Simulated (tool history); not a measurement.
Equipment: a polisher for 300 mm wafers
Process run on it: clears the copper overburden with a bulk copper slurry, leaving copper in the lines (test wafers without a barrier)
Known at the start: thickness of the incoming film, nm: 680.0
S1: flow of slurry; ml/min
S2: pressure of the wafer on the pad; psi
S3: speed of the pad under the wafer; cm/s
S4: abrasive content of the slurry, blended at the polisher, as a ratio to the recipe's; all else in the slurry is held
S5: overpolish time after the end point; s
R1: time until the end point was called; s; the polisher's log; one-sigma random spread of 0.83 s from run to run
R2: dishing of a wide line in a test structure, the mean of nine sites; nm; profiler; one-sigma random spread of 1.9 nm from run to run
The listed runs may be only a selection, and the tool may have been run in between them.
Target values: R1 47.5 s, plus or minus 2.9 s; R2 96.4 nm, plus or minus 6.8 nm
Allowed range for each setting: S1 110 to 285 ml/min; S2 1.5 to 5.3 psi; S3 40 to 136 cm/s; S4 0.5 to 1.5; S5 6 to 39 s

run	day	S1	S2	S3	S4	S5	R1	R2
1	0	180	3.4	88	1	20	81.288	73.093
2	0.296	180	4.2	88	1	20	63.759	80.492
3	0.583	180	4.3	88	1	20	66.164	82.047
4	0.775	155	4.3	88	1	20	63.339	80.036
# day 0.825: slurry nozzle cleaned
5	0.825	155	4.4	88	1	20	59.471	82.422
6	1.092	155	4.4	76	1	20	66.384	80.897
7	1.392	160	5.3	84	1	21	53.046	90.299
8	1.675	160	5.3	86	1	21	50.782	89.841

5 next moves are on the table. One of them brings every result within its allowed miss. Which?
A	1.958	140	5.3	96	0.85	26	?	?
B	1.958	155	4.5	94	1.15	25	?	?
C	1.958	170	4.6	94	1.25	23	?	?
D	1.958	175	5.3	78	0.9	15	?	?
E	1.958	205	4.7	92	1.05	26	?	?

move	R1	R2
A	47.413	95.762
B	53.987	91.56
C	51.755	90.983
D	55.196	78.759
E	51.958	93.286
A: all results in spec
B: further off than the last run
C: further off than the last run
D: further off than the last run
E: further off than the last run
The move that meets every target is A.

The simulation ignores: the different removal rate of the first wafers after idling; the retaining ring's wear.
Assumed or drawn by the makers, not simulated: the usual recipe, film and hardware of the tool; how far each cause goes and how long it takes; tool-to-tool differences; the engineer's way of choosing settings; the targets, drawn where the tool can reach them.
